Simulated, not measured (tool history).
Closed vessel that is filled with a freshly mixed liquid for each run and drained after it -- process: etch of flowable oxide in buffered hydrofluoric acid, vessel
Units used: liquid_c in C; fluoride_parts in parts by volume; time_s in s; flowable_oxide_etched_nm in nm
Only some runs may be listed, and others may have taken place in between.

Run 1, day 0.000: liquid_c 23.0 C, fluoride_parts 20.0 parts by volume, time_s 85 s. Result: flowable_oxide_etched_nm 104.03 nm.
Run 2, day 0.079: liquid_c 25.5 C, fluoride_parts 20.0 parts by volume, time_s 85 s. Result: flowable_oxide_etched_nm 117.18 nm.
Run 3, day 0.238: liquid_c 25.5 C, fluoride_parts 20.0 parts by volume, time_s 85 s. Result: flowable_oxide_etched_nm 119.06 nm.
Run 4, day 0.521: liquid_c 25.5 C, fluoride_parts 20.0 parts by volume, time_s 95 s. Result: flowable_oxide_etched_nm 130.13 nm.
Run 5, day 0.804: liquid_c 25.5 C, fluoride_parts 25.5 parts by volume, time_s 95 s. Result: flowable_oxide_etched_nm 111.25 nm.
Run 6, day 0.842: liquid_c 27.0 C, fluoride_parts 24.5 parts by volume, time_s 95 s. Result: flowable_oxide_etched_nm 126.16 nm.
Run 7, day 0.962: liquid_c 28.5 C, fluoride_parts 24.0 parts by volume, time_s 95 s. Result: flowable_oxide_etched_nm 136.18 nm.

What does the tool deliver on the next run?
Run 8, day 1.321: liquid_c 31.0 C, fluoride_parts 22.0 parts by volume, time_s 95 s. Result: flowable_oxide_etched_nm ?.

{"run 8": {"flowable_oxide_etched_nm": 165.78}}

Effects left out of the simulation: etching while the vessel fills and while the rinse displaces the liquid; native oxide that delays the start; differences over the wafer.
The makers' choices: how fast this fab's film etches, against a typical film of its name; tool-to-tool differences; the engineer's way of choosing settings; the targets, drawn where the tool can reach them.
